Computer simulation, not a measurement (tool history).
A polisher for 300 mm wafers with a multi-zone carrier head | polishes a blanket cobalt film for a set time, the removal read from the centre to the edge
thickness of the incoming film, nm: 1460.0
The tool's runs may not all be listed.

| run | hour | flow of slurry (ml/min) | pressure of the head's centre zone | pressure of the head's middle zone | pressure of the head's edge zone | polishing time (s) | film removed at the wafer's centre (Å) | film removed at mid-radius (Å) | film removed at the wafer's edge (Å) |
|---|---|---|---|---|---|---|---|---|---|
| 1 | 0 | 305 | 1 | 1 | 1 | 33 | 1453.7 | 1459.1 | 1496.5 |
| 2 | 2.1 | 305 | 0.99 | 0.98 | 0.96 | 30 | 1323.9 | 1301.8 | 1292 |
| 3 | 5.4 | 305 | 1.05 | 0.98 | 0.96 | 30 | 1387.6 | 1306.3 | 1286.2 |
| 4 | 6.5 | 300 | 0.99 | 0.95 | 0.93 | 28 | 1233.6 | 1200.5 | 1233.3 |
| 5 | 10.1 | 300 | 1.06 | 0.95 | 0.93 | 28 | 1308 | 1184.3 | 1213.4 |
| 6 | 17.2 | 305 | 1.03 | 0.95 | 0.92 | 26 | 1187.8 | 1108.7 | 1132.3 |
| 7 | 20.5 | 305 | 1.01 | 0.95 | 0.91 | 25 | 1108.4 | 1054.9 | 1066.6 |
| 8 | 27.1 | 305 | 0.99 | 0.94 | 0.89 | 25 | 1100.8 | 1048 | 1059.2 |
| 9 | 29.2 | 305 | 0.97 | 0.93 | 0.87 | 25 | 1080 | 1047.7 | 1045.3 |

Forecast run 10:
| 10 | 34.7 | 305 | 0.95 | 0.92 | 0.86 | 25 | ? | ? | ? |

{"run 10": {"film removed at the wafer's centre (Å)": 1044.9, "film removed at mid-radius (Å)": 1036.9, "film removed at the wafer's edge (Å)": 1035.7}}
